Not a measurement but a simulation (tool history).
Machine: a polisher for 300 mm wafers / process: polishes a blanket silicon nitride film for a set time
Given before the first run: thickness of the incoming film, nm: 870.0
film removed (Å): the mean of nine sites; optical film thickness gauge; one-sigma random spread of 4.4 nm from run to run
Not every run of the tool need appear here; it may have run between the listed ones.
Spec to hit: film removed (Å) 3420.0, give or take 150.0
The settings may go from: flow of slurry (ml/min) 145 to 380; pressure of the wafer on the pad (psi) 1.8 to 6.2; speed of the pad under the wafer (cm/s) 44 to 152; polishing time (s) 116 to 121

| run | hour | flow of slurry (ml/min) | pressure of the wafer on the pad (psi) | speed of the pad under the wafer (cm/s) | polishing time (s) | film removed (Å) |
|---|---|---|---|---|---|---|
| 1 | 0.0 | 245 | 4.0 | 98 | 116 | 2125.4 |
| 2 | 8.3 | 245 | 4.3 | 98 | 116 | 2227.8 |
| 3 | 14.3 | 245 | 4.7 | 100 | 116 | 2420.8 |
| 4 | 14.9 | 245 | 4.7 | 100 | 116 | 2382.8 |
| 5 | 19.6 | 245 | 4.7 | 114 | 116 | 2675.6 |
| 6 | 20.8 | 245 | 4.9 | 114 | 116 | 2762.0 |
| 7 | 24.8 | 245 | 5.1 | 114 | 116 | 2787.8 |
| 8 | 29.8 | 245 | 5.3 | 116 | 116 | 2939.4 |
| 9 | 32.6 | 245 | 5.5 | 116 | 116 | 2989.5 |
| 10 | 37.2 | 245 | 5.6 | 118 | 116 | 3109.6 |
| 11 | 38.9 | 245 | 5.7 | 118 | 116 | 3132.9 |
| 12 | 44.0 | 245 | 6.1 | 118 | 116 | 3246.7 |

Which single option among these 4 for the next run brings every result within its allowed miss of target? Just one does.
| A | 49.1 | 275 | 5.1 | 116 | 121 | ? |
| B | 49.1 | 325 | 6.2 | 112 | 121 | ? |
| C | 49.1 | 225 | 6.2 | 106 | 121 | ? |
| D | 49.1 | 210 | 5.9 | 118 | 116 | ? |

| move | film removed (Å) |
|---|---|
| A | 3024.8 |
| B | 3411.3 |
| C | 3138.4 |
| D | 3137.7 |
A: the biggest miss grows against the last run
B: all results in spec
C: the biggest miss grows against the last run
D: the biggest miss grows against the last run
Correct choice: B, which meets every target

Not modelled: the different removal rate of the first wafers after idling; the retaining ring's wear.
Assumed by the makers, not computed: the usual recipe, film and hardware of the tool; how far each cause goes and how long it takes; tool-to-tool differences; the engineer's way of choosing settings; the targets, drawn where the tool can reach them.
